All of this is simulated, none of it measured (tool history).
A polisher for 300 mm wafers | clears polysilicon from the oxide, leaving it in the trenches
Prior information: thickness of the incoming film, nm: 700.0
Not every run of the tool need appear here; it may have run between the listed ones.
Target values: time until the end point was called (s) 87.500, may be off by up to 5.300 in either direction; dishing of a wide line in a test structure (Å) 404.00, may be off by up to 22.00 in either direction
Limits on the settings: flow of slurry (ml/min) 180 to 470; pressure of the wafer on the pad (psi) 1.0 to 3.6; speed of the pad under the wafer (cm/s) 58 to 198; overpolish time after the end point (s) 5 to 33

run	hour	flow of slurry (ml/min)	pressure of the wafer on the pad (psi)	speed of the pad under the wafer (cm/s)	overpolish time after the end point (s)	time until the end point was called (s)	dishing of a wide line in a test structure (Å)
1	0.0	300	2.3	128	17	44.118	546.03
2	0.6	300	1.9	128	17	53.483	544.00
3	1.5	300	1.9	120	16	56.755	534.59
4	9.7	300	1.9	112	15	59.806	522.10
5	18.3	350	1.9	112	15	60.671	515.57
6	25.7	365	1.9	106	14	62.773	513.93
7	33.4	380	1.9	100	13	66.367	497.63
8	37.4	390	1.9	94	12	71.098	470.89
# hour 38.2: worn pad replaced by a new one
9	38.2	395	1.9	92	11	64.416	476.54
10	46.5	405	1.9	88	10	67.951	422.93
11	53.4	405	1.8	88	10	71.801	429.28

4 candidate next runs follow, results not yet known. Just one meets every target within its allowed miss. Identify it.
A	60.3	430	1.6	66	11	?	?
B	60.3	470	1.8	58	13	?	?
C	60.3	395	1.5	128	9	?	?
D	60.3	370	1.3	102	11	?	?

move	time until the end point was called (s)	dishing of a wide line in a test structure (Å)
A	102.140	369.28
B	102.470	403.91
C	57.907	445.13
D	82.999	412.99
A: pushes the last run's worst result past its target
B: pushes the last run's worst result past its target
C: lands further from the targets than the last run did
D: meets every target
The move that meets every target is D.
